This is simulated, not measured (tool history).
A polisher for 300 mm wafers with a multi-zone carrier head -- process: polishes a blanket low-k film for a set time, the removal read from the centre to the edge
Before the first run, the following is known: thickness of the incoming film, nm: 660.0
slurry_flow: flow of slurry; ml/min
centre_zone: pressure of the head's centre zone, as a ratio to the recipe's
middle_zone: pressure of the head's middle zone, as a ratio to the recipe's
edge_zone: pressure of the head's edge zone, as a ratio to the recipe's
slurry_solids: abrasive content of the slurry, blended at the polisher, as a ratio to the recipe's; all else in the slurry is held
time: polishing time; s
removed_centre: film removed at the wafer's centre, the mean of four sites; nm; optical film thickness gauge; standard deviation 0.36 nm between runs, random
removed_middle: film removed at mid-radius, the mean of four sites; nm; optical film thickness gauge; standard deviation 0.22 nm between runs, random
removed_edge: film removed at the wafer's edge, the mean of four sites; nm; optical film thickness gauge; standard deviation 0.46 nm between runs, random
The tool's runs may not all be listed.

| run | hour | slurry_flow | centre_zone | middle_zone | edge_zone | slurry_solids | time | removed_centre | removed_middle | removed_edge |
|---|---|---|---|---|---|---|---|---|---|---|
| 1 | 0.0 | 210 | 1.00 | 1.00 | 1.00 | 1.0 | 60 | 31.524 | 30.493 | 31.481 |
| 2 | 4.6 | 200 | 1.00 | 0.98 | 1.01 | 1.0 | 60 | 31.629 | 29.971 | 31.640 |
| 3 | 10.8 | 200 | 1.00 | 0.98 | 1.01 | 1.1 | 60 | 32.878 | 30.931 | 32.855 |
| 4 | 16.8 | 230 | 1.00 | 0.98 | 1.01 | 1.1 | 60 | 33.040 | 31.640 | 32.513 |
| 5 | 19.9 | 250 | 1.00 | 0.98 | 1.01 | 1.1 | 60 | 33.091 | 31.768 | 33.429 |
| 6 | 21.7 | 220 | 1.00 | 0.98 | 1.01 | 1.1 | 60 | 33.143 | 31.555 | 33.007 |

What will run 7 give?
| 7 | 22.3 | 220 | 0.99 | 0.95 | 1.01 | 1.1 | 60 | ? | ? | ? |

{"run 7": {"removed_centre": 32.664, "removed_middle": 30.74, "removed_edge": 33.671}}
